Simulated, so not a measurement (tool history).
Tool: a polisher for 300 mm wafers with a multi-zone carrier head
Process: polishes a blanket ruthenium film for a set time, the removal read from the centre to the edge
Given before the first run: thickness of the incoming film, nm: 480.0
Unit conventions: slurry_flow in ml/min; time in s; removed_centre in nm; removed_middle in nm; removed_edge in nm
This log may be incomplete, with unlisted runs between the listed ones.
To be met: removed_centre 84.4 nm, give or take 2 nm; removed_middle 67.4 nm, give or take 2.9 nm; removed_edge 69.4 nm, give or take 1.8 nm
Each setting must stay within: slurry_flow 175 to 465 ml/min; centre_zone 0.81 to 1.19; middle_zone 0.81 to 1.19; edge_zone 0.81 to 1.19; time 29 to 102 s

| run | hour | slurry_flow | centre_zone | middle_zone | edge_zone | time | removed_centre | removed_middle | removed_edge |
|---|---|---|---|---|---|---|---|---|---|
| 1 | 0 | 295 | 1 | 1 | 1 | 65 | 108.26 | 111.95 | 108.07 |
| 2 | 9 | 300 | 1.02 | 0.97 | 0.97 | 60 | 101.58 | 99.443 | 98.195 |
| 3 | 11.3 | 300 | 1.02 | 0.89 | 0.97 | 60 | 103.52 | 91.535 | 98.98 |
| 4 | 15.3 | 230 | 1.02 | 0.89 | 0.97 | 60 | 99.086 | 88.48 | 95.338 |
| 5 | 15.9 | 230 | 1.02 | 0.89 | 0.97 | 52 | 85.181 | 76.039 | 84.432 |
| 6 | 24.1 | 225 | 1.04 | 0.89 | 0.94 | 51 | 85.118 | 75.736 | 80.487 |
| 7 | 32.7 | 215 | 1.12 | 0.81 | 0.84 | 46 | 81.296 | 62.429 | 69.463 |
| 8 | 39.2 | 225 | 1.12 | 0.82 | 0.84 | 46 | 82.897 | 62.554 | 70.359 |

4 next moves are on the table. One of them brings every result within its allowed miss. Which?
| A | 45.7 | 265 | 0.98 | 0.81 | 0.83 | 49 | ? | ? | ? |
| B | 45.7 | 230 | 1.14 | 0.81 | 0.82 | 46 | ? | ? | ? |
| C | 45.7 | 185 | 1.15 | 0.9 | 0.83 | 47 | ? | ? | ? |
| D | 45.7 | 200 | 1.19 | 0.94 | 1.06 | 45 | ? | ? | ? |

| move | removed_centre | removed_middle | removed_edge |
|---|---|---|---|
| A | 78.774 | 69.443 | 75.146 |
| B | 84.383 | 63.952 | 69.206 |
| C | 83.723 | 68.813 | 69.194 |
| D | 84.251 | 69.205 | 74.995 |
A: meets the target for the result that was furthest off, but another lies outside its allowed miss
B: closer than the last run, but not yet in spec
C: every result within its allowed miss
D: meets the target for the result that was furthest off, but another lies outside its allowed miss
Correct choice: C, which meets every target

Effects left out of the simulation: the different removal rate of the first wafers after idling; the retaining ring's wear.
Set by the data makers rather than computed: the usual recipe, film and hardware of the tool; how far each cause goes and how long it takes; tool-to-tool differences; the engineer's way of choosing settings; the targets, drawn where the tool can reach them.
